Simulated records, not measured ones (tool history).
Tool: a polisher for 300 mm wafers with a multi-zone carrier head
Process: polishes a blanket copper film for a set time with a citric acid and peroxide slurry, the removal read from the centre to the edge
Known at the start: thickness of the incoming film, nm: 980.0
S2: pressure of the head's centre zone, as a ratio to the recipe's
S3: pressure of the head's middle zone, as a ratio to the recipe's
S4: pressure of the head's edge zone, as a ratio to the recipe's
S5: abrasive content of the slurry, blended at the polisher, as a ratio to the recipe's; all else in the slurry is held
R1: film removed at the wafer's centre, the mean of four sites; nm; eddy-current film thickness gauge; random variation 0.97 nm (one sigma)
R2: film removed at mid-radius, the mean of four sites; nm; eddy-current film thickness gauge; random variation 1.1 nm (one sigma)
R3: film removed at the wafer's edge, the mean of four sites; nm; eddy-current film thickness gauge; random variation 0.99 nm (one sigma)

Run 1, day 0: flow of slurry (ml/min) 240, S2 1, S3 1, S4 1, S5 1, polishing time (s) 32. Result: R1 106.06 nm, R2 103.89 nm, R3 108.36 nm.
Run 2, day 0.238: flow of slurry (ml/min) 240, S2 1, S3 1, S4 1, S5 0.85, polishing time (s) 32. Result: R1 106.15 nm, R2 100.89 nm, R3 100.39 nm.
Run 3, day 0.404: flow of slurry (ml/min) 240, S2 0.95, S3 1, S4 1, S5 0.85, polishing time (s) 32. Result: R1 99.448 nm, R2 100.29 nm, R3 101.76 nm.
Run 4, day 0.633: flow of slurry (ml/min) 240, S2 0.95, S3 1, S4 1, S5 1.05, polishing time (s) 32. Result: R1 103.98 nm, R2 107.06 nm, R3 111.25 nm.
Run 5, day 0.946: flow of slurry (ml/min) 240, S2 0.95, S3 1, S4 0.94, S5 1.05, polishing time (s) 32. Result: R1 104.67 nm, R2 103.42 nm, R3 107.62 nm.
Run 6, day 1.171: flow of slurry (ml/min) 240, S2 0.95, S3 1, S4 0.86, S5 1.05, polishing time (s) 32. Result: R1 105.28 nm, R2 105.18 nm, R3 102.39 nm.
Run 7, day 1.254: flow of slurry (ml/min) 235, S2 0.91, S3 0.99, S4 0.86, S5 0.9, polishing time (s) 32. Result: R1 95.253 nm, R2 99.621 nm, R3 98.271 nm.

Forecast run 8:
Run 8, day 1.35: flow of slurry (ml/min) 235, S2 0.9, S3 0.99, S4 0.85, S5 0.8, polishing time (s) 32. Result: R1 ?, R2 ?, R3 ?.

R1: 92.753 nm
R2: 96.885 nm
R3: 94.215 nm
